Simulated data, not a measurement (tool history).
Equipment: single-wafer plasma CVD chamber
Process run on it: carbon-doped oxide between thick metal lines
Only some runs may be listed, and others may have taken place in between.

run,hour,heater temperature setpoint (K),chamber pressure (Torr),RF power (kW),deposition time (s),mean film thickness on the monitor wafer (angstrom)
1,0.0,603.15,5.51,0.545,307,15517
2,7.1,600.15,5.81,0.570,308,16315
3,8.6,598.15,6.08,0.585,308,16753
4,17.5,598.15,6.08,0.620,308,17309
5,23.1,598.15,6.08,0.700,308,18220
6,25.3,597.15,6.16,0.700,308,18402

What will run 7 give?
7,29.2,596.15,6.22,0.700,308,?

Run 7 came out at mean film thickness on the monitor wafer (angstrom) 18516.
